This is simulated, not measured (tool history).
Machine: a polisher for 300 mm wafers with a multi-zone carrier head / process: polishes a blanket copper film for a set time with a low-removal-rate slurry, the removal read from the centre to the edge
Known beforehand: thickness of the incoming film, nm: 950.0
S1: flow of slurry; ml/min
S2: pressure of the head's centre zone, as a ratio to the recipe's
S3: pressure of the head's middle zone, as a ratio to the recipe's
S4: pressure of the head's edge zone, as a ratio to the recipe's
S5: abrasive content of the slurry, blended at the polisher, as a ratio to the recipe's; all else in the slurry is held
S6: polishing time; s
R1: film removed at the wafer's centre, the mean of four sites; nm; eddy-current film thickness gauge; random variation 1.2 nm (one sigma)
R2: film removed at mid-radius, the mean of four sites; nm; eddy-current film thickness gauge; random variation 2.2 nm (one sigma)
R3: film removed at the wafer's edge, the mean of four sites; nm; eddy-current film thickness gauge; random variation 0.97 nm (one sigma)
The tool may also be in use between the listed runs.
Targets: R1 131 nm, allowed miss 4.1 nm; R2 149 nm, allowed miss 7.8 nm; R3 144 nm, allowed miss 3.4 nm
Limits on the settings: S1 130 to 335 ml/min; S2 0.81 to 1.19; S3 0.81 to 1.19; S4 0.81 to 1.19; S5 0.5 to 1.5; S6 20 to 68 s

run	hour	S1	S2	S3	S4	S5	S6	R1	R2	R3
1	0	215	1	1	1	1	44	104.7	108.26	106.67
2	0.8	225	1	1.03	1.05	1.15	45	111.56	118.23	115.74
3	3.7	225	1	0.96	1.05	1.15	45	113.14	109.01	115.8
4	5.5	225	1	0.96	1.05	1	45	108.36	107	111.19
5	12.4	230	0.99	1	1.08	1.15	46	113.8	118.07	119.42
6	16.5	235	0.98	1.02	1.1	1.25	47	118.26	126.76	126.56
7	24.6	245	0.98	1.04	1.12	1.35	47	121.03	126.96	130.12
8	27	255	0.95	1.14	1.13	1.5	51	128.72	157.97	143.17

5 candidate next runs follow, results not yet known. Just one meets every target within its allowed miss. Identify it.
A	29.4	230	0.96	1.09	1.15	1.5	51	?	?	?
B	29.4	250	0.88	1.19	1.11	1.5	53	?	?	?
C	29.4	245	0.87	1.18	1.12	1.45	51	?	?	?
D	29.4	315	1	1.19	1.16	1.5	50	?	?	?
E	29.4	245	0.86	1.19	1.04	1.5	54	?	?	?

move	R1	R2	R3
A	129.99	148.18	144.37
B	125.16	167.75	148.64
C	117.81	158.63	142.23
D	137.81	161.85	145.43
E	124.28	170.56	147.15
A: meets every target
B: lands further from the targets than the last run did
C: lands further from the targets than the last run did
D: lands further from the targets than the last run did
E: lands further from the targets than the last run did
The move that meets every target is A.
